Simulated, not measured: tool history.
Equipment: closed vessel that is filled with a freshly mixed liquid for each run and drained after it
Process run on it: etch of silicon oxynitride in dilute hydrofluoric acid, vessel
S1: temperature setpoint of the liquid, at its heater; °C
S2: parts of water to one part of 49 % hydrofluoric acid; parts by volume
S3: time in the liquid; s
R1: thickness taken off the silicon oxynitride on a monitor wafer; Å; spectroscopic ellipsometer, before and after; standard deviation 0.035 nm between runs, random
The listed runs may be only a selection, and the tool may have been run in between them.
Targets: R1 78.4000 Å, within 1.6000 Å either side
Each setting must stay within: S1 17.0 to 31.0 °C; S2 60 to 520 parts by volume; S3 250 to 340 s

{"run": 1, "day": 0.0, "S1": 23.0, "S2": 290, "S3": 340, "R1": 20.5}
{"run": 2, "day": 0.275, "S1": 23.0, "S2": 290, "S3": 250, "R1": 15.054}
{"run": 3, "day": 0.596, "S1": 19.5, "S2": 290, "S3": 250, "R1": 12.861}
{"run": 4, "day": 0.875, "S1": 21.5, "S2": 290, "S3": 250, "R1": 13.98}
{"run": 5, "day": 1.012, "S1": 21.5, "S2": 390, "S3": 250, "R1": 9.8819}
{"run": 6, "day": 1.088, "S1": 24.0, "S2": 300, "S3": 275, "R1": 16.617}
{"run": 7, "day": 1.45, "S1": 26.0, "S2": 235, "S3": 290, "R1": 25.414}
{"run": 8, "day": 1.608, "S1": 27.5, "S2": 190, "S3": 305, "R1": 36.376}
{"run": 9, "day": 1.933, "S1": 28.5, "S2": 160, "S3": 305, "R1": 46.693}
{"run": 10, "day": 2.225, "S1": 29.0, "S2": 140, "S3": 305, "R1": 55.795}
{"run": 11, "day": 2.554, "S1": 29.0, "S2": 140, "S3": 305, "R1": 55.493}
{"run": 12, "day": 2.712, "S1": 29.5, "S2": 130, "S3": 305, "R1": 62.022}
{"run": 13, "day": 2.804, "S1": 30.0, "S2": 125, "S3": 305, "R1": 66.029}
{"run": 14, "day": 2.858, "S1": 30.5, "S2": 120, "S3": 305, "R1": 70.429}
{"run": 15, "day": 2.929, "S1": 31.0, "S2": 95, "S3": 305, "R1": 93.582}
{"run": 16, "day": 3.162, "S1": 30.5, "S2": 95, "S3": 305, "R1": 91.393}
{"run": 17, "day": 3.208, "S1": 29.5, "S2": 95, "S3": 305, "R1": 87.711}
{"run": 18, "day": 3.567, "S1": 28.0, "S2": 95, "S3": 305, "R1": 80.869}

Which single option among these 5 for the next run brings every result within its allowed miss of target? Just one does.
{"run": "A", "day": 3.925, "S1": 26.0, "S2": 105, "S3": 340, "R1": "?"}
{"run": "B", "day": 3.925, "S1": 27.5, "S2": 105, "S3": 335, "R1": "?"}
{"run": "C", "day": 3.925, "S1": 24.5, "S2": 90, "S3": 340, "R1": "?"}
{"run": "D", "day": 3.925, "S1": 29.0, "S2": 110, "S3": 310, "R1": "?"}
{"run": "E", "day": 3.925, "S1": 29.0, "S2": 105, "S3": 330, "R1": "?"}

move=A R1=74.3320
move=B R1=78.4680
move=C R1=81.9060
move=D R1=73.8310
move=E R1=82.7400
A: takes the result that was furthest off past its target
B: every result lands within tolerance
C: lands further from the targets than the last run did
D: takes the result that was furthest off past its target
E: lands further from the targets than the last run did
Correct choice: B, which meets every target
